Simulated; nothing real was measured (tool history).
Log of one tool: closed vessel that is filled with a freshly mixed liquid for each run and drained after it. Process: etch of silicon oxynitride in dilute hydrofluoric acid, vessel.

run	hour	temperature setpoint of the liquid (K)	parts of water to one part of 49 % hydrofluoric acid (parts by volume)	time in the liquid (s)	thickness taken off the silicon oxynitride on a monitor wafer (angstrom)
1	0.0	299.15	255	370	22.525
2	2.7	299.15	175	370	34.921
3	9.2	300.65	160	370	41.565
4	14.2	300.65	160	370	41.679
5	17.4	300.65	160	165	18.331
6	24.4	299.15	140	195	23.977
7	27.6	300.65	120	210	32.933
8	29.4	301.65	105	215	41.036
9	35.0	302.65	105	215	42.749

The next listed run, before its measurement:
10	40.4	303.65	100	215	?

{"run 10": {"thickness taken off the silicon oxynitride on a monitor wafer (angstrom)": 46.702}}

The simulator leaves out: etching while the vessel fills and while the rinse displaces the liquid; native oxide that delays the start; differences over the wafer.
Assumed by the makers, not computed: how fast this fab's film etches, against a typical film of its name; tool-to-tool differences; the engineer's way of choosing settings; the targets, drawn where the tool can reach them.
